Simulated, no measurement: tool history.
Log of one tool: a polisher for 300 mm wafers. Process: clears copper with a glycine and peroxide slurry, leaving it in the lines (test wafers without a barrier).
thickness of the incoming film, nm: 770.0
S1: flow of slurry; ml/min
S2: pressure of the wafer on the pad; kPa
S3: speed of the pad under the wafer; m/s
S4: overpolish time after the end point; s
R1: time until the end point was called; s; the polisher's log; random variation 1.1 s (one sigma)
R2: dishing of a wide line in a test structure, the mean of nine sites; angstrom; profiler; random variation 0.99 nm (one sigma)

{"run": 1, "hour": 0.0, "S1": 210, "S2": 16.5, "S3": 1.06, "S4": 29, "R1": 131.62, "R2": 449.5}
{"run": 2, "hour": 2.3, "S1": 210, "S2": 16.5, "S3": 1.06, "S4": 20, "R1": 131.93, "R2": 408.01}
{"run": 3, "hour": 8.4, "S1": 210, "S2": 17.9, "S3": 1.08, "S4": 21, "R1": 121.8, "R2": 421.7}
{"run": 4, "hour": 13.9, "S1": 210, "S2": 17.9, "S3": 1.08, "S4": 10, "R1": 119.81, "R2": 324.08}
{"run": 5, "hour": 17.5, "S1": 210, "S2": 18.6, "S3": 1.08, "S4": 12, "R1": 114.62, "R2": 362.02}
{"run": 6, "hour": 24.9, "S1": 210, "S2": 18.6, "S3": 1.2, "S4": 12, "R1": 110.96, "R2": 363.29}
{"run": 7, "hour": 30.1, "S1": 210, "S2": 19.3, "S3": 1.22, "S4": 13, "R1": 104.71, "R2": 387.53}
{"run": 8, "hour": 31.7, "S1": 210, "S2": 20.0, "S3": 1.22, "S4": 13, "R1": 102.39, "R2": 377.8}
{"run": 9, "hour": 37.2, "S1": 210, "S2": 20.7, "S3": 1.22, "S4": 14, "R1": 99.109, "R2": 382.16}
{"run": 10, "hour": 41.2, "S1": 210, "S2": 21.4, "S3": 1.24, "S4": 15, "R1": 94.052, "R2": 384.55}

The next listed run, before its measurement:
{"run": 11, "hour": 48.2, "S1": 210, "S2": 21.4, "S3": 1.26, "S4": 16, "R1": "?", "R2": "?"}

{"run 11": {"R1": 95.192, "R2": 420.97}}

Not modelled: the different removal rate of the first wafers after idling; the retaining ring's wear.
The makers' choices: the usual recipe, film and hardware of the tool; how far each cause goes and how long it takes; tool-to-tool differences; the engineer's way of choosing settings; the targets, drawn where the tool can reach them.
